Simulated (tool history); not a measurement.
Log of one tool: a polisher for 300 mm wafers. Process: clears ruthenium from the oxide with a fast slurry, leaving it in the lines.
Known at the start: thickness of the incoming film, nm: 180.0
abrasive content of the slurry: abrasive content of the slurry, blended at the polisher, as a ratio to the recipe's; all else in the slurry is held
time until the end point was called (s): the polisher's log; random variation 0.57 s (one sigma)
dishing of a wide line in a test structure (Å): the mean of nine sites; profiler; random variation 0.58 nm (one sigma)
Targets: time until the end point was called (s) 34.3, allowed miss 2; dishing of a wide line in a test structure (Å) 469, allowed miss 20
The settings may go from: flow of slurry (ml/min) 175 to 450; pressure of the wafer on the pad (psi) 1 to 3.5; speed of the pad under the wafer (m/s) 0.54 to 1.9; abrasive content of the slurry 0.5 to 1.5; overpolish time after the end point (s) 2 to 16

run  hour  flow of slurry (ml/min)  pressure of the wafer on the pad (psi)  speed of the pad under the wafer (m/s)  abrasive content of the slurry  overpolish time after the end point (s)  time until the end point was called (s)  dishing of a wide line in a test structure (Å)
  1     0                      290                                     2.2                                    1.22                               1                                        8                                   49.976                                          216.39
  2     1                      315                                     2.2                                    1.22                               1                                        8                                   49.954                                          215.69
  3   8.8                      315                                     1.8                                    1.22                               1                                        8                                   57.155                                          184.91
  4  16.1                      315                                       2                                    1.24                               1                                        8                                   53.349                                          203.68
  5  17.1                      315                                     2.4                                    1.24                               1                                        8                                   44.519                                          230.43
  6  19.4                      250                                     2.4                                    1.24                               1                                        8                                   46.338                                          234.72
  7  24.2                      245                                     2.5                                    1.26                               1                                        9                                   43.832                                          267.56
  8  27.9                      245                                     2.6                                    1.26                               1                                       10                                   41.243                                           302.8
  9  29.5                      245                                     2.6                                    1.26                               1                                       11                                   41.636                                          335.03
 10  30.7                      245                                     2.7                                    1.26                               1                                       11                                   40.904                                          347.52
 11  36.5                      245                                     2.8                                    1.26                               1                                       11                                   40.353                                          355.29
 12  45.3                      245                                     2.9                                    1.26                               1                                       11                                   38.148                                          366.27
 13  46.3                      245                                     3.1                                    1.26                               1                                       12                                    35.44                                          420.01
 14  52.7                      245                                     3.1                                    1.28                               1                                       12                                   35.531                                          423.67

4 next moves are on the table. One of them brings every result within its allowed miss. Which?
  A  59.1                      235                                       3                                    1.28                               1                                       16                                        ?                                               ?
  B  59.1                      175                                     2.7                                    1.26                             1.4                                       12                                        ?                                               ?
  C  59.1                      260                                     3.4                                    1.18                             0.9                                       11                                        ?                                               ?
  D  59.1                      265                                     3.2                                    1.32                            0.95                                       13                                        ?                                               ?

move  time until the end point was called (s)  dishing of a wide line in a test structure (Å)
   A                                   37.856                                          529.48
   B                                    39.66                                          394.42
   C                                    36.69                                          391.18
   D                                   34.921                                          474.17
A: takes the result that was furthest off past its target
B: further off than the last run
C: further off than the last run
D: meets every target
Move D is the one to make.
